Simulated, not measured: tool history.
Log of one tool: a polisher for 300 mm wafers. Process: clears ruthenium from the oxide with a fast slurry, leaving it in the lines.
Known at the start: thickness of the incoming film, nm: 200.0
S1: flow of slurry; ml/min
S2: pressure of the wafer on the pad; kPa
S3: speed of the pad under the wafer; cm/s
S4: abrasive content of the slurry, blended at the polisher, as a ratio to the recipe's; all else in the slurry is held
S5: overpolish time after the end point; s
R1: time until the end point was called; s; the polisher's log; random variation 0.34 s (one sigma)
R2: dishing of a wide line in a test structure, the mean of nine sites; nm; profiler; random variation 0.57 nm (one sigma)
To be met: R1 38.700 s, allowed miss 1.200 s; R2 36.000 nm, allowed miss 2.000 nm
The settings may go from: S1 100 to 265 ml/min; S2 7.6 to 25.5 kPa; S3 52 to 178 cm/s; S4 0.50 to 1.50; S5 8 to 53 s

run,hour,S1,S2,S3,S4,S5,R1,R2
1,0.0,170,16.5,114,1.00,27,46.437,86.273
2,7.9,170,19.3,114,1.00,27,39.756,96.516
3,16.3,170,20.7,114,1.00,27,37.560,101.130
4,20.2,175,20.7,112,1.00,24,37.818,90.594
5,22.0,175,22.8,112,1.00,24,34.475,98.899
6,27.9,175,19.3,112,1.00,24,40.847,87.474
7,33.5,185,22.1,90,1.00,11,43.614,42.213
8,42.1,200,22.1,88,1.05,10,43.960,39.088
9,50.2,210,22.1,88,1.05,10,43.543,40.408
10,52.3,210,22.1,88,1.05,10,43.413,40.154
11,61.1,220,22.1,86,1.10,10,43.189,39.623
12,62.0,265,20.7,84,1.35,8,43.014,32.756
13,70.2,265,22.1,84,1.35,8,39.641,34.844

Which of these 5 next moves meets every target?
A,78.4,260,20.0,90,1.25,8,?,?
B,78.4,240,25.5,72,1.30,8,?,?
C,78.4,240,22.1,86,1.20,8,?,?
D,78.4,265,20.7,94,1.30,8,?,?
E,78.4,265,23.4,78,1.30,8,?,?

move,R1,R2
A,42.257,32.289
B,40.922,33.257
C,41.061,33.153
D,38.548,35.128
E,40.805,33.345
A: further off than the last run
B: further off than the last run
C: further off than the last run
D: meets every target
E: further off than the last run
The right move is D.
